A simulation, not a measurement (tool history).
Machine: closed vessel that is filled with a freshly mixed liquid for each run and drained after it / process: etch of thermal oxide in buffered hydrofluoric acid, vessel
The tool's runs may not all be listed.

| run | hour | temperature setpoint of the liquid (K) | parts of 40 % ammonium fluoride to one part of 49 % hydrofluoric acid (parts by volume) | time in the liquid (s) | thickness taken off the thermal oxide on a monitor wafer (nm) |
|---|---|---|---|---|---|
| 1 | 0.0 | 294.15 | 15.0 | 130 | 86.760 |
| 2 | 2.4 | 294.15 | 15.0 | 130 | 87.227 |
| 3 | 10.2 | 296.15 | 14.5 | 130 | 99.355 |
| 4 | 18.4 | 297.65 | 14.0 | 130 | 112.650 |
| 5 | 25.7 | 298.65 | 13.5 | 130 | 124.060 |
| 6 | 26.8 | 298.65 | 13.5 | 140 | 133.160 |
| 7 | 34.6 | 299.65 | 13.5 | 140 | 142.640 |
| 8 | 37.4 | 300.15 | 13.5 | 140 | 146.970 |

Predict the results of run 9:
| 9 | 40.9 | 300.65 | 13.5 | 140 | ? |

Run 9 measured thickness taken off the thermal oxide on a monitor wafer (nm) 148.820.
